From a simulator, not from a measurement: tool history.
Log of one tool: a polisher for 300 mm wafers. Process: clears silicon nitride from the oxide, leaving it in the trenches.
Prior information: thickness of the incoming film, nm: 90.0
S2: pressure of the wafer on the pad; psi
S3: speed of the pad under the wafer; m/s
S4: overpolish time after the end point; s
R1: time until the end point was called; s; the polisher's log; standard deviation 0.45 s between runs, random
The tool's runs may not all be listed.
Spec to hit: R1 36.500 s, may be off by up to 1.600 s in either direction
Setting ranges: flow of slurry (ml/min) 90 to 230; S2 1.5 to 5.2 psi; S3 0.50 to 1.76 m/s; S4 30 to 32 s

run 1 hour=0.0 | flow_of_slurry_(ml/min)=150 S2=3.3 S3=1.12 S4=30 | R1=70.700
run 2 hour=3.8 | flow_of_slurry_(ml/min)=150 S2=3.7 S3=1.14 S4=30 | R1=62.539
run 3 hour=7.7 | flow_of_slurry_(ml/min)=150 S2=3.7 S3=1.14 S4=30 | R1=59.464
run 4 hour=8.7 | flow_of_slurry_(ml/min)=150 S2=3.2 S3=1.14 S4=30 | R1=71.486
run 5 hour=14.8 | flow_of_slurry_(ml/min)=150 S2=3.7 S3=1.14 S4=30 | R1=61.391
run 6 hour=21.9 | flow_of_slurry_(ml/min)=150 S2=4.1 S3=1.16 S4=30 | R1=54.100
run 7 hour=29.9 | flow_of_slurry_(ml/min)=150 S2=4.4 S3=1.18 S4=30 | R1=50.564
run 8 hour=36.8 | flow_of_slurry_(ml/min)=150 S2=4.6 S3=1.22 S4=30 | R1=46.650
run 9 hour=39.1 | flow_of_slurry_(ml/min)=150 S2=4.7 S3=1.24 S4=30 | R1=45.252
run 10 hour=42.7 | flow_of_slurry_(ml/min)=150 S2=4.7 S3=1.24 S4=30 | R1=45.903
run 11 hour=51.1 | flow_of_slurry_(ml/min)=150 S2=4.8 S3=1.28 S4=30 | R1=42.518
run 12 hour=52.3 | flow_of_slurry_(ml/min)=150 S2=4.9 S3=1.30 S4=30 | R1=41.684
run 13 hour=58.8 | flow_of_slurry_(ml/min)=150 S2=5.0 S3=1.32 S4=30 | R1=39.618

Exactly one of the 4 candidate moves below puts every result within its allowed miss. Which one?
run A hour=65.3 | flow_of_slurry_(ml/min)=170 S2=4.8 S3=1.32 S4=30 | R1=?
run B hour=65.3 | flow_of_slurry_(ml/min)=140 S2=5.0 S3=1.44 S4=30 | R1=?
run C hour=65.3 | flow_of_slurry_(ml/min)=155 S2=5.1 S3=1.52 S4=30 | R1=?
run D hour=65.3 | flow_of_slurry_(ml/min)=135 S2=5.0 S3=1.20 S4=31 | R1=?

move=A R1=39.878
move=B R1=36.115
move=C R1=33.137
move=D R1=43.356
A: moves away from the targets compared with the last run
B: every result lands within tolerance
C: takes the result that was furthest off past its target
D: moves away from the targets compared with the last run
Correct choice: B, which meets every target
